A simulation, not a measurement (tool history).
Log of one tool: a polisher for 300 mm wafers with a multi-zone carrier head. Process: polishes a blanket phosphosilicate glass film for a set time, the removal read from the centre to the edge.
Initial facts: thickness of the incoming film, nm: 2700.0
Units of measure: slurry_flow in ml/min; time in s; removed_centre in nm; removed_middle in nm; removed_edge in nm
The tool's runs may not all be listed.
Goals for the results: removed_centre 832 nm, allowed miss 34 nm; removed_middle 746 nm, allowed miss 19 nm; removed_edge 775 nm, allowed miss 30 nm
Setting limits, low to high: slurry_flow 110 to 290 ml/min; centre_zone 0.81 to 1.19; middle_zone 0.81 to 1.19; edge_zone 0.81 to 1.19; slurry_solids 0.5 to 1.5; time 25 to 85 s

| run | hour | slurry_flow | centre_zone | middle_zone | edge_zone | slurry_solids | time | removed_centre | removed_middle | removed_edge |
|---|---|---|---|---|---|---|---|---|---|---|
| 1 | 0 | 185 | 1 | 1 | 1 | 1 | 55 | 618.39 | 625.19 | 633.14 |
| 2 | 3.8 | 200 | 1.05 | 1.02 | 1.05 | 1.05 | 55 | 699.4 | 645.68 | 653.58 |
| 3 | 12.2 | 200 | 1.05 | 1.02 | 1.05 | 1.25 | 55 | 737.23 | 712.85 | 695.44 |
| 4 | 15.4 | 200 | 1.05 | 1.02 | 1.05 | 1.25 | 50 | 670.64 | 641.24 | 645.04 |
| 5 | 16.1 | 200 | 1.12 | 1.02 | 1.05 | 1.25 | 50 | 712.01 | 632.68 | 644.16 |
| 6 | 24.5 | 205 | 1.11 | 1.02 | 1.09 | 1.35 | 51 | 758.33 | 660.27 | 705.58 |
| 7 | 31.6 | 220 | 1.11 | 1.04 | 1.1 | 1.4 | 51 | 770.11 | 693.48 | 713.83 |
| 8 | 37.7 | 225 | 1.12 | 1.05 | 1.12 | 1.45 | 51 | 807.99 | 712.2 | 730.25 |
| 9 | 45.2 | 230 | 1.11 | 1.05 | 1.14 | 1.45 | 51 | 770.81 | 717.29 | 731.15 |
| 10 | 50.2 | 230 | 1.12 | 1.05 | 1.15 | 1.45 | 51 | 803.44 | 699.95 | 747.07 |
| 11 | 50.9 | 230 | 1.12 | 1.05 | 1.15 | 1.45 | 51 | 800.56 | 708.24 | 747.94 |
| 12 | 57.4 | 235 | 1.12 | 1.06 | 1.16 | 1.45 | 51 | 798.87 | 721.01 | 761.81 |
| 13 | 58.1 | 240 | 1.13 | 1.06 | 1.16 | 1.45 | 51 | 803.99 | 720.47 | 751.39 |
| 14 | 64.2 | 240 | 1.13 | 1.06 | 1.16 | 1.45 | 51 | 811.53 | 712.44 | 754.01 |
| 15 | 71.5 | 245 | 1.13 | 1.07 | 1.17 | 1.45 | 51 | 793.71 | 727.4 | 748.6 |

Consider the 5 candidate settings below. Which is the only one whose results all fall within their allowed miss of target?
| A | 78.8 | 235 | 1.16 | 0.99 | 1.13 | 1.5 | 51 | ? | ? | ? |
| B | 78.8 | 220 | 1.18 | 0.95 | 1.19 | 1 | 67 | ? | ? | ? |
| C | 78.8 | 225 | 1.14 | 1.05 | 1.14 | 1.5 | 53 | ? | ? | ? |
| D | 78.8 | 200 | 1.16 | 0.98 | 1.19 | 1.5 | 52 | ? | ? | ? |
| E | 78.8 | 235 | 1.11 | 1.06 | 1.16 | 1.4 | 50 | ? | ? | ? |

| move | removed_centre | removed_middle | removed_edge |
|---|---|---|---|
| A | 828.75 | 692.83 | 747.6 |
| B | 925.79 | 744.37 | 846.16 |
| C | 841.58 | 740.35 | 776.94 |
| D | 825.74 | 688.02 | 771.09 |
| E | 757.71 | 688.06 | 723.55 |
A: brings the last run's worst result on target, with another outside its allowed miss
B: takes the result that was furthest off past its target
C: in spec on every target
D: brings the last run's worst result on target, with another outside its allowed miss
E: its largest miss is bigger than the last run's
Correct choice: C, which meets every target
